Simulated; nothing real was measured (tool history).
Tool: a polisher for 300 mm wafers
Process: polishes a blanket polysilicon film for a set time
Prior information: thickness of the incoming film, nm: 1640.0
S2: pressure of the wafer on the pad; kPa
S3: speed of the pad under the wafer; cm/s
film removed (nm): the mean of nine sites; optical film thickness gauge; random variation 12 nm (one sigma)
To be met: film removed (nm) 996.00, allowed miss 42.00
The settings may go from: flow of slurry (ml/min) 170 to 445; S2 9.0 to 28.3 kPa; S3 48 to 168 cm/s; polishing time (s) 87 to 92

{"run": 1, "hour": 0.0, "flow of slurry (ml/min)": 285, "S2": 18.6, "S3": 108, "polishing time (s)": 87, "film removed (nm)": 674.15}
{"run": 2, "hour": 1.5, "flow of slurry (ml/min)": 285, "S2": 19.3, "S3": 108, "polishing time (s)": 87, "film removed (nm)": 677.59}
{"run": 3, "hour": 2.8, "flow of slurry (ml/min)": 285, "S2": 20.0, "S3": 108, "polishing time (s)": 87, "film removed (nm)": 703.11}
{"run": 4, "hour": 4.4, "flow of slurry (ml/min)": 285, "S2": 20.7, "S3": 108, "polishing time (s)": 87, "film removed (nm)": 723.19}
{"run": 5, "hour": 11.2, "flow of slurry (ml/min)": 285, "S2": 20.7, "S3": 90, "polishing time (s)": 87, "film removed (nm)": 612.46}
{"run": 6, "hour": 14.4, "flow of slurry (ml/min)": 285, "S2": 21.4, "S3": 92, "polishing time (s)": 87, "film removed (nm)": 633.04}
{"run": 7, "hour": 19.0, "flow of slurry (ml/min)": 285, "S2": 22.1, "S3": 94, "polishing time (s)": 87, "film removed (nm)": 659.38}
{"run": 8, "hour": 20.3, "flow of slurry (ml/min)": 285, "S2": 22.8, "S3": 96, "polishing time (s)": 87, "film removed (nm)": 707.04}
{"run": 9, "hour": 23.9, "flow of slurry (ml/min)": 285, "S2": 23.4, "S3": 98, "polishing time (s)": 87, "film removed (nm)": 735.86}
{"run": 10, "hour": 32.8, "flow of slurry (ml/min)": 285, "S2": 24.1, "S3": 100, "polishing time (s)": 87, "film removed (nm)": 786.97}
{"hour": 39.4, "done": "slurry nozzle cleaned"}
{"run": 11, "hour": 39.4, "flow of slurry (ml/min)": 285, "S2": 28.3, "S3": 102, "polishing time (s)": 87, "film removed (nm)": 956.4}
{"run": 12, "hour": 44.4, "flow of slurry (ml/min)": 285, "S2": 28.3, "S3": 102, "polishing time (s)": 87, "film removed (nm)": 946.1}

Which single option among these 4 for the next run brings every result within its allowed miss of target? Just one does.
{"run": "A", "hour": 49.4, "flow of slurry (ml/min)": 210, "S2": 23.4, "S3": 114, "polishing time (s)": 90, "film removed (nm)": "?"}
{"run": "B", "hour": 49.4, "flow of slurry (ml/min)": 300, "S2": 24.1, "S3": 142, "polishing time (s)": 87, "film removed (nm)": "?"}
{"run": "C", "hour": 49.4, "flow of slurry (ml/min)": 290, "S2": 28.3, "S3": 104, "polishing time (s)": 89, "film removed (nm)": "?"}
{"run": "D", "hour": 49.4, "flow of slurry (ml/min)": 315, "S2": 25.5, "S3": 108, "polishing time (s)": 89, "film removed (nm)": "?"}

move=A film_removed_(nm)=868.48
move=B film_removed_(nm)=1092.50
move=C film_removed_(nm)=961.75
move=D film_removed_(nm)=906.48
A: misses by more than the last run did
B: the result that was furthest off in the last run now lies on the other side of its target
C: meets every target
D: misses by more than the last run did
Go with C: it meets all targets.
